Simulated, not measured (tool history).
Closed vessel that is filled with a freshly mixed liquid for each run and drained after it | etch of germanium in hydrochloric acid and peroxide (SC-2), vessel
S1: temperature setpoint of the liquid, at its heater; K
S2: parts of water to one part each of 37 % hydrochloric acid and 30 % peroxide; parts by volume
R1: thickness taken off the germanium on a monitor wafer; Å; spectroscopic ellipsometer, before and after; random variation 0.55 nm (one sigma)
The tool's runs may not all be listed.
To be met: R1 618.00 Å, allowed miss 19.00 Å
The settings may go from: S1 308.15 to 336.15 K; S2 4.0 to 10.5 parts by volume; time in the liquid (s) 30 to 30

{"run": 1, "day": 0.0, "S1": 320.15, "S2": 5.5, "time in the liquid (s)": 30, "R1": 447.08}
{"run": 2, "day": 0.221, "S1": 320.15, "S2": 4.0, "time in the liquid (s)": 30, "R1": 444.56}
{"run": 3, "day": 0.346, "S1": 320.15, "S2": 4.0, "time in the liquid (s)": 30, "R1": 450.61}
{"run": 4, "day": 0.508, "S1": 320.15, "S2": 4.0, "time in the liquid (s)": 30, "R1": 450.51}
{"run": 5, "day": 0.842, "S1": 323.65, "S2": 4.0, "time in the liquid (s)": 30, "R1": 503.87}
{"run": 6, "day": 1.038, "S1": 323.65, "S2": 4.0, "time in the liquid (s)": 30, "R1": 494.47}
{"run": 7, "day": 1.175, "S1": 326.15, "S2": 4.0, "time in the liquid (s)": 30, "R1": 541.78}
{"run": 8, "day": 1.396, "S1": 327.65, "S2": 4.0, "time in the liquid (s)": 30, "R1": 566.93}
{"run": 9, "day": 1.642, "S1": 328.65, "S2": 4.0, "time in the liquid (s)": 30, "R1": 590.73}
{"run": 10, "day": 1.942, "S1": 329.15, "S2": 4.0, "time in the liquid (s)": 30, "R1": 586.03}

5 next moves are on the table. One of them brings every result within its allowed miss. Which?
{"run": "A", "day": 2.242, "S1": 327.15, "S2": 4.0, "time in the liquid (s)": 30, "R1": "?"}
{"run": "B", "day": 2.242, "S1": 326.65, "S2": 5.5, "time in the liquid (s)": 30, "R1": "?"}
{"run": "C", "day": 2.242, "S1": 330.15, "S2": 4.0, "time in the liquid (s)": 30, "R1": "?"}
{"run": "D", "day": 2.242, "S1": 332.65, "S2": 4.0, "time in the liquid (s)": 30, "R1": "?"}
{"run": "E", "day": 2.242, "S1": 328.15, "S2": 4.0, "time in the liquid (s)": 30, "R1": "?"}

move=A R1=557.38
move=B R1=544.82
move=C R1=612.10
move=D R1=660.87
move=E R1=575.17
A: further off than the last run
B: further off than the last run
C: meets every target
D: takes the result that was furthest off past its target
E: further off than the last run
The right move is C.

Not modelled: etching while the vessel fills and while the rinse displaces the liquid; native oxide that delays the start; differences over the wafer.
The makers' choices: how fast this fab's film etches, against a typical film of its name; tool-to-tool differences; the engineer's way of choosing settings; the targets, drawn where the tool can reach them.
